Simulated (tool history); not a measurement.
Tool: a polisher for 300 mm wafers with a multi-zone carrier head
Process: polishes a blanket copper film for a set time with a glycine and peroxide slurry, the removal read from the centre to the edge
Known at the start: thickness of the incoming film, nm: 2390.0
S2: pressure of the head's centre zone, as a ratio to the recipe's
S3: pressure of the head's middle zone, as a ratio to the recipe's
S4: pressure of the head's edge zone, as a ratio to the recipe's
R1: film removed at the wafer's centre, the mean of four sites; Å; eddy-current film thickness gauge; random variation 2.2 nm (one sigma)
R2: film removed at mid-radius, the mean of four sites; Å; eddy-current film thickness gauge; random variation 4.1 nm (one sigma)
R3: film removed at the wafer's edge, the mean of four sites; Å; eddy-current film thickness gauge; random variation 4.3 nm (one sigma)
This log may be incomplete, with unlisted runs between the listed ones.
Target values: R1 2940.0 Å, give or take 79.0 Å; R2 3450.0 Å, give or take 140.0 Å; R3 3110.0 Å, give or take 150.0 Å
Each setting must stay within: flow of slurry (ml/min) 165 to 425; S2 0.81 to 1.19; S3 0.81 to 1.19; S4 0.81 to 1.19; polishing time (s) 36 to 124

{"run": 1, "hour": 0.0, "flow of slurry (ml/min)": 275, "S2": 1.0, "S3": 1.0, "S4": 1.0, "polishing time (s)": 79, "R1": 3043.6, "R2": 2982.8, "R3": 3021.1}
{"run": 2, "hour": 9.0, "flow of slurry (ml/min)": 275, "S2": 1.0, "S3": 1.0, "S4": 0.91, "polishing time (s)": 79, "R1": 3097.2, "R2": 2980.5, "R3": 2931.9}
{"run": 3, "hour": 9.7, "flow of slurry (ml/min)": 275, "S2": 0.98, "S3": 1.02, "S4": 0.92, "polishing time (s)": 80, "R1": 3064.4, "R2": 3054.2, "R3": 2999.8}
{"run": 4, "hour": 15.8, "flow of slurry (ml/min)": 275, "S2": 0.98, "S3": 1.02, "S4": 0.92, "polishing time (s)": 65, "R1": 2451.6, "R2": 2450.3, "R3": 2415.1}
{"run": 5, "hour": 19.3, "flow of slurry (ml/min)": 280, "S2": 0.98, "S3": 1.05, "S4": 0.95, "polishing time (s)": 68, "R1": 2577.2, "R2": 2626.7, "R3": 2504.7}
{"run": 6, "hour": 24.4, "flow of slurry (ml/min)": 275, "S2": 0.96, "S3": 1.07, "S4": 0.96, "polishing time (s)": 72, "R1": 2662.6, "R2": 2877.4, "R3": 2700.2}
{"hour": 31.9, "done": "worn pad replaced by a new one"}
{"run": 7, "hour": 31.9, "flow of slurry (ml/min)": 295, "S2": 1.0, "S3": 1.17, "S4": 1.06, "polishing time (s)": 76, "R1": 3180.9, "R2": 3439.7, "R3": 3200.7}
{"run": 8, "hour": 40.3, "flow of slurry (ml/min)": 285, "S2": 0.99, "S3": 1.17, "S4": 1.05, "polishing time (s)": 76, "R1": 3138.8, "R2": 3436.0, "R3": 3190.6}
{"run": 9, "hour": 48.9, "flow of slurry (ml/min)": 280, "S2": 0.98, "S3": 1.17, "S4": 1.04, "polishing time (s)": 76, "R1": 3103.4, "R2": 3420.2, "R3": 3149.7}
{"run": 10, "hour": 54.0, "flow of slurry (ml/min)": 280, "S2": 0.97, "S3": 1.17, "S4": 1.04, "polishing time (s)": 76, "R1": 3093.2, "R2": 3416.8, "R3": 3160.5}

Which one of the following 4 next-run settings gets every result inside its allowed miss? There is exactly one.
{"run": "A", "hour": 59.1, "flow of slurry (ml/min)": 270, "S2": 0.9, "S3": 1.18, "S4": 1.05, "polishing time (s)": 76, "R1": "?", "R2": "?", "R3": "?"}
{"run": "B", "hour": 59.1, "flow of slurry (ml/min)": 345, "S2": 0.95, "S3": 1.05, "S4": 1.09, "polishing time (s)": 73, "R1": "?", "R2": "?", "R3": "?"}
{"run": "C", "hour": 59.1, "flow of slurry (ml/min)": 255, "S2": 0.84, "S3": 1.18, "S4": 1.11, "polishing time (s)": 86, "R1": "?", "R2": "?", "R3": "?"}
{"run": "D", "hour": 59.1, "flow of slurry (ml/min)": 220, "S2": 0.97, "S3": 1.19, "S4": 1.12, "polishing time (s)": 76, "R1": "?", "R2": "?", "R3": "?"}

move=A R1=2807.3 R2=3483.2 R3=3031.3
move=B R1=2925.6 R2=3103.1 R3=3016.6
move=C R1=2940.1 R2=3915.0 R3=3486.9
move=D R1=2936.5 R2=3412.4 R3=3045.1
A: moves the result that the last run missed by most past its target, out the other side
B: gets the furthest-off result to its target, but another result is out of tolerance
C: gets the furthest-off result to its target, but another result is out of tolerance
D: meets every target
Answer: D
